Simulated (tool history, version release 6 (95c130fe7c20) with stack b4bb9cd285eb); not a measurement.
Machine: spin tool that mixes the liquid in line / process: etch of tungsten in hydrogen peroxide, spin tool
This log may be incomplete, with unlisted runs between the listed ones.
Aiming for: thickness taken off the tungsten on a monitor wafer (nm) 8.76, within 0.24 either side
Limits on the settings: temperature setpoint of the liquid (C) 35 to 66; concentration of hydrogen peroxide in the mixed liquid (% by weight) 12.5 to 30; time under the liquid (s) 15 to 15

| run | day | temperature setpoint of the liquid (C) | concentration of hydrogen peroxide in the mixed liquid (% by weight) | time under the liquid (s) | thickness taken off the tungsten on a monitor wafer (nm) |
|---|---|---|---|---|---|
| 1 | 0 | 51 | 24.5 | 15 | 15.223 |
| 2 | 0.167 | 50 | 24.5 | 15 | 14.365 |
| 3 | 0.221 | 50 | 19.5 | 15 | 12.863 |
| 4 | 0.388 | 50 | 23 | 15 | 13.891 |
| 5 | 0.754 | 50 | 23 | 15 | 14.046 |
| 6 | 1.033 | 50 | 20 | 15 | 12.943 |
| 7 | 1.338 | 49.5 | 20 | 15 | 12.706 |
| 8 | 1.625 | 49 | 20 | 15 | 12.209 |
| 9 | 1.888 | 48.5 | 20 | 15 | 11.898 |
| 10 | 1.946 | 48 | 20 | 15 | 11.409 |
| 11 | 2.15 | 47.5 | 20 | 15 | 11.18 |
| 12 | 2.183 | 47 | 20 | 15 | 10.772 |
| 13 | 2.338 | 46.5 | 20 | 15 | 10.564 |
| 14 | 2.675 | 46 | 20 | 15 | 10.045 |
| 15 | 3.012 | 45 | 20 | 15 | 9.4579 |
| 16 | 3.1 | 45 | 20 | 15 | 9.5146 |

Which single option among these 5 for the next run brings every result within its allowed miss of target? Just one does.
| A | 3.188 | 42 | 22.5 | 15 | ? |
| B | 3.188 | 42.5 | 23 | 15 | ? |
| C | 3.188 | 46 | 20.5 | 15 | ? |
| D | 3.188 | 43 | 19.5 | 15 | ? |
| E | 3.188 | 42 | 21 | 15 | ? |

| move | thickness taken off the tungsten on a monitor wafer (nm) |
|---|---|
| A | 8.2959 |
| B | 8.661 |
| C | 10.207 |
| D | 8.234 |
| E | 8.0146 |
A: the result that was furthest off in the last run now lies on the other side of its target
B: all results in spec
C: further off than the last run
D: the result that was furthest off in the last run now lies on the other side of its target
E: the result that was furthest off in the last run now lies on the other side of its target
So the answer is move B, the one that meets all the targets.
